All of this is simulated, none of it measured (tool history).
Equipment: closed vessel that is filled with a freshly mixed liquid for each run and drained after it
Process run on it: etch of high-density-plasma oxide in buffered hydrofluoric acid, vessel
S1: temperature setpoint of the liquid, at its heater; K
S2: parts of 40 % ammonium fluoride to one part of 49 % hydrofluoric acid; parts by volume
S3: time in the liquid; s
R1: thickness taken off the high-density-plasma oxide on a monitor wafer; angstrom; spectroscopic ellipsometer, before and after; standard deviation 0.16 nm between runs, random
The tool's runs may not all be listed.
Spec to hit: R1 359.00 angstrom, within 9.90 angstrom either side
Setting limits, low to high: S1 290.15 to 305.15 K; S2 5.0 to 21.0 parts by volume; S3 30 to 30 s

| run | hour | S1 | S2 | S3 | R1 |
|---|---|---|---|---|---|
| 1 | 0.0 | 297.15 | 13.0 | 30 | 285.10 |
| 2 | 5.7 | 298.65 | 13.0 | 30 | 310.02 |
| 3 | 6.6 | 299.65 | 13.0 | 30 | 325.50 |
| 4 | 10.4 | 299.65 | 16.5 | 30 | 257.97 |
| 5 | 11.5 | 301.15 | 16.5 | 30 | 279.91 |
| 6 | 18.8 | 301.15 | 16.5 | 30 | 281.22 |
| 7 | 25.6 | 302.15 | 16.5 | 30 | 296.30 |
| 8 | 34.4 | 303.15 | 16.5 | 30 | 310.26 |
| 9 | 39.4 | 303.65 | 16.5 | 30 | 321.08 |
| 10 | 46.2 | 304.15 | 16.5 | 30 | 327.34 |
| 11 | 47.5 | 304.65 | 16.5 | 30 | 336.06 |

4 next moves are on the table. One of them brings every result within its allowed miss. Which?
| A | 48.8 | 304.65 | 17.0 | 30 | ? |
| B | 48.8 | 305.15 | 15.0 | 30 | ? |
| C | 48.8 | 305.15 | 18.5 | 30 | ? |
| D | 48.8 | 304.15 | 15.0 | 30 | ? |

| move | R1 |
|---|---|
| A | 325.49 |
| B | 377.66 |
| C | 307.49 |
| D | 358.49 |
A: the biggest miss grows against the last run
B: the result that was furthest off in the last run now lies on the other side of its target
C: the biggest miss grows against the last run
D: all results in spec
D is the move that brings every result within its allowed miss.

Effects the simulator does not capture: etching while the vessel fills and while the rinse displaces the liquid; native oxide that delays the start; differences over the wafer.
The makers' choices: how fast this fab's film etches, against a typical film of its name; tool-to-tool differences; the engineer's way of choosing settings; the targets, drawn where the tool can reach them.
